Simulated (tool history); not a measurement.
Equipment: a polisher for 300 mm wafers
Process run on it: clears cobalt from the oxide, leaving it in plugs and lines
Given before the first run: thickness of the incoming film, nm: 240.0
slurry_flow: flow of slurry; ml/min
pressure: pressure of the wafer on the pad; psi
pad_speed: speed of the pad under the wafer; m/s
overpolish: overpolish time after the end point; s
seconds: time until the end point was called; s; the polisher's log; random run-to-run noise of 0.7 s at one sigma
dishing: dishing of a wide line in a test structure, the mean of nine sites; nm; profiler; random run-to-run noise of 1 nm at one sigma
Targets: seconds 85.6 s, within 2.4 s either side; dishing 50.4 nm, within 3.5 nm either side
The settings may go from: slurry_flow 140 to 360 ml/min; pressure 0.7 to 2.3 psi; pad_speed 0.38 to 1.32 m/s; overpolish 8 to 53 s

run  hour  slurry_flow  pressure  pad_speed  overpolish  seconds  dishing
  1     0          230       1.5       0.84          27   68.706   47.829
  2   7.7          225       1.4       0.84          29   73.134   48.457
  3  15.6          225       1.3       0.84          31   78.958   49.304
  4  20.2          220       1.3       0.84          32   78.086   50.866
  5  24.1          220       1.3       0.84          39   79.642   55.816
  6  31.6          220       1.6       0.84          39   64.621   59.614
  7  32.1          220       1.5       0.84          38   69.115   57.078
  8  40.7          220       1.4       0.84          37     73.5   54.239
  9  44.1          220       1.3       0.84          37   78.588   53.634
 10  50.2          220       1.3       0.84          36    79.32   52.082

5 next moves are on the table. One of them brings every result within its allowed miss. Which?
  A  56.3          240       1.3       0.94          34        ?        ?
  B  56.3          200       1.4       0.82          35        ?        ?
  C  56.3          230       1.5        0.8          34        ?        ?
  D  56.3          235       1.4        0.8          35        ?        ?
  E  56.3          175       1.1       0.94          35        ?        ?

move  seconds  dishing
   A   69.297   52.136
   B    75.04   51.128
   C   70.854   51.691
   D   75.593   50.992
   E   84.175   48.693
A: misses by more than the last run did
B: misses by more than the last run did
C: misses by more than the last run did
D: misses by more than the last run did
E: every result within its allowed miss
The move that meets every target is E.
